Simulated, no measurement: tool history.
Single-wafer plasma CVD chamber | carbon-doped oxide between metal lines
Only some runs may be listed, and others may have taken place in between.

| run | hour | heater temperature setpoint (°C) | chamber pressure (mTorr) | RF power (W) | deposition time (s) | mean film thickness on the monitor wafer (Å) |
|---|---|---|---|---|---|---|
| 1 | 0.0 | 360 | 4380 | 450 | 20.8 | 929.21 |
| 2 | 3.1 | 357 | 4680 | 455 | 20.8 | 958.76 |
| 3 | 6.4 | 357 | 4680 | 455 | 20.8 | 953.70 |
| 4 | 14.1 | 357 | 4680 | 480 | 20.8 | 971.81 |
| 5 | 16.7 | 357 | 4010 | 480 | 20.8 | 967.82 |
| 6 | 21.2 | 357 | 4010 | 480 | 20.8 | 974.51 |
| 7 | 23.9 | 354 | 4060 | 485 | 20.8 | 982.82 |

The next listed run, before its measurement:
| 8 | 32.1 | 352 | 4150 | 490 | 20.8 | ? |

{"run 8": {"mean film thickness on the monitor wafer (Å)": 997.92}}
